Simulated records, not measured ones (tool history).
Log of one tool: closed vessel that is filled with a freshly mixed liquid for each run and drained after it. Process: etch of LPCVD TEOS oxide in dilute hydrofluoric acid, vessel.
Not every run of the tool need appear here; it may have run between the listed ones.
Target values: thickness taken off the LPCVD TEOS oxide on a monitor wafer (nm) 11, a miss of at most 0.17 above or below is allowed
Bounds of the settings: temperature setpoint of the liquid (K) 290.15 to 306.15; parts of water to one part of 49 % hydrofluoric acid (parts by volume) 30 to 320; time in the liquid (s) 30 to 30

run	hour	temperature setpoint of the liquid (K)	parts of water to one part of 49 % hydrofluoric acid (parts by volume)	time in the liquid (s)	thickness taken off the LPCVD TEOS oxide on a monitor wafer (nm)
1	0	298.15	175	30	9.0434
2	8	298.15	175	30	9.1241
3	13.1	299.65	175	30	9.6136
4	20.4	299.65	175	30	9.578
5	24.2	299.65	175	30	9.597
6	32.8	299.65	175	30	9.5626
7	34	300.65	175	30	10.022
8	37.1	301.15	175	30	10.071
9	37.7	301.65	175	30	10.257
10	42.8	302.15	175	30	10.422
11	50.6	302.65	175	30	10.565

Below are 5 possible settings for the next run. Only one of them brings all results inside the allowed miss of their targets. Which is it?
A	58.4	299.65	165	30	?
B	58.4	303.65	175	30	?
C	58.4	301.65	170	30	?
D	58.4	300.65	170	30	?
E	58.4	302.15	175	30	?

move	thickness taken off the LPCVD TEOS oxide on a monitor wafer (nm)
A	10.236
B	11.007
C	10.621
D	10.244
E	10.439
A: lands further from the targets than the last run did
B: every result lands within tolerance
C: moves toward the targets from the last run without getting all of them in spec
D: lands further from the targets than the last run did
E: lands further from the targets than the last run did
So the answer is move B, the one that meets all the targets.
